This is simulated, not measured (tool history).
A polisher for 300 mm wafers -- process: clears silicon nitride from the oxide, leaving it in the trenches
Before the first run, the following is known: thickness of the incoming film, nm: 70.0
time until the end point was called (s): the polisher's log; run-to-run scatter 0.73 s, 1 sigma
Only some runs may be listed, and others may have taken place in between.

run,day,flow of slurry (ml/min),pressure of the wafer on the pad (psi),speed of the pad under the wafer (cm/s),overpolish time after the end point (s),time until the end point was called (s)
1,0,210,3.3,80,6,79.39
2,0.183,210,3.3,80,5,78.75
3,0.442,210,3.5,80,5,73.648
4,0.783,210,3.6,80,5,71.522
5,0.958,210,3.7,80,5,71.478
6,1.258,210,3.8,80,5,69.167
7,1.367,210,3.9,80,5,68.022

What does the tool deliver on the next run?
8,1.742,210,4,80,5,?

{"run 8": {"time until the end point was called (s)": 64.642}}
